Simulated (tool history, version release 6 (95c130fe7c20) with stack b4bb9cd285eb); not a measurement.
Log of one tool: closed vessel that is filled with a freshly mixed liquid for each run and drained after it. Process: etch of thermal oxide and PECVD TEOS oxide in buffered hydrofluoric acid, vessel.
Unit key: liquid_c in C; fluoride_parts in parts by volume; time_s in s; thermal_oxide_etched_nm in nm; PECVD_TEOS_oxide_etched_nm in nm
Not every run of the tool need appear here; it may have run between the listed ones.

| run | day | liquid_c | fluoride_parts | time_s | thermal_oxide_etched_nm | PECVD_TEOS_oxide_etched_nm |
|---|---|---|---|---|---|---|
| 1 | 0 | 21 | 20 | 60 | 27.446 | 41.218 |
| 2 | 0.208 | 19.5 | 20 | 60 | 25.037 | 37.088 |
| 3 | 0.242 | 19.5 | 24 | 60 | 22.125 | 33.186 |
| 4 | 0.446 | 19.5 | 19.5 | 60 | 25.581 | 38.495 |
| 5 | 0.754 | 19.5 | 15.5 | 60 | 32.46 | 47.693 |
| 6 | 0.808 | 19.5 | 19 | 60 | 26.563 | 39.521 |
| 7 | 0.958 | 19 | 20 | 60 | 24.374 | 36.691 |

What does the tool deliver on the next run?
| 8 | 1.196 | 19 | 21 | 60 | ? | ? |

thermal_oxide_etched_nm: 23.583 nm
PECVD_TEOS_oxide_etched_nm: 35.356 nm
